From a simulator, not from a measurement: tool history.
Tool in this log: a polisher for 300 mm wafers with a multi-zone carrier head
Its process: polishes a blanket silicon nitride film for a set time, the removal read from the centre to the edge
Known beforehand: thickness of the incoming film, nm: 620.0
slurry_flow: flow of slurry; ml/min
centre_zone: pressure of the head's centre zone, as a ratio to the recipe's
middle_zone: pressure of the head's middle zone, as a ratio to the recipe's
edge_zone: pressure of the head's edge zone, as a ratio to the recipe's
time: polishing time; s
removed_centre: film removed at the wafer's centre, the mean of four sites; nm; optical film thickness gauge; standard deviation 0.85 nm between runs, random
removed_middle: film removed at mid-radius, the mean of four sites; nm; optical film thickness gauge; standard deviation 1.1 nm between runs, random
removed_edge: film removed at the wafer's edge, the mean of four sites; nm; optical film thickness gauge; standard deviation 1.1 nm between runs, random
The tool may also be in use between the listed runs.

run  hour  slurry_flow  centre_zone  middle_zone  edge_zone  time  removed_centre  removed_middle  removed_edge
  1   0.0          190         1.00         1.00       1.00    38          70.075          69.033        72.056
  2   5.5          190         0.93         1.00       1.00    38          64.843          69.071        71.171
  3   7.7          200         0.97         1.03       1.02    39          70.307          72.861        71.666
  4  10.5          200         0.97         1.08       1.02    39          69.114          76.898        75.274
  5  11.7          200         0.97         1.08       1.02    32          56.156          63.111        60.103
  6  17.9          195         1.00         1.09       1.02    35          63.100          69.690        65.656
  7  19.5          190         1.02         1.09       1.03    38          70.066          73.803        71.280

For run 8, what comes out?
  8  27.0          190         1.03         1.10       1.03    40               ?               ?             ?

Run 8 gave removed_centre 74.375 nm, removed_middle 79.340 nm, removed_edge 74.730 nm.

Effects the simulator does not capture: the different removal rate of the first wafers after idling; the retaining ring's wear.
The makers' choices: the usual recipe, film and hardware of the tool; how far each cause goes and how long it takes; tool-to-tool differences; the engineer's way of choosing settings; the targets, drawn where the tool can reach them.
